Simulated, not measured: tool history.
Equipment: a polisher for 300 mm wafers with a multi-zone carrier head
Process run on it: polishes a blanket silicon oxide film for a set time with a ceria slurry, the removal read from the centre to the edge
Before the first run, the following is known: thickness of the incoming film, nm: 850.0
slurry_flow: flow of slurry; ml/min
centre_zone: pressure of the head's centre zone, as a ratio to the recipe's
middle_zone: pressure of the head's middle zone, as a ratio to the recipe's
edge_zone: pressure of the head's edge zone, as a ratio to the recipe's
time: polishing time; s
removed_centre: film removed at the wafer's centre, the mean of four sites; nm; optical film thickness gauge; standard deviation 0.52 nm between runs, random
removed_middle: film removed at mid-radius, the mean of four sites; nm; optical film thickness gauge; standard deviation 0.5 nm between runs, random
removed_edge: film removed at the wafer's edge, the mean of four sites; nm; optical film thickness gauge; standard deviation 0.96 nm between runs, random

run  hour  slurry_flow  centre_zone  middle_zone  edge_zone  time  removed_centre  removed_middle  removed_edge
  1   0.0          165         1.00         1.00       1.00    31         109.610         108.350       107.010
  2   6.3          165         1.00         0.92       1.00    31         109.020         100.830       107.760
  3   9.9          165         1.00         0.92       0.95    31         109.610         100.030       104.640
  4  13.2          165         1.00         0.92       0.95    36         125.800         117.610       122.730
  5  16.9          125         1.00         0.92       0.95    36         119.320         110.950       116.670
  6  20.6          125         1.00         1.00       0.95    36         118.060         118.370       118.000
  7  28.7          130         1.00         0.99       0.92    34         113.290         111.990       110.640
  8  32.0          130         1.00         0.99       0.92    34         114.270         110.320       108.590
  9  38.4          150         0.98         0.93       0.82    25          84.045          80.533        78.066
 10  39.6          145         0.98         0.93       0.82    25          84.030          80.048        76.919
 11  42.1          140         0.98         0.93       0.82    25          83.558          79.226        77.175

Estimate the outcome of run 12 from the log above:
 12  44.0          135         0.98         0.93       0.82    25               ?               ?             ?

{"run 12": {"removed_centre": 82.776, "removed_middle": 77.81, "removed_edge": 75.956}}

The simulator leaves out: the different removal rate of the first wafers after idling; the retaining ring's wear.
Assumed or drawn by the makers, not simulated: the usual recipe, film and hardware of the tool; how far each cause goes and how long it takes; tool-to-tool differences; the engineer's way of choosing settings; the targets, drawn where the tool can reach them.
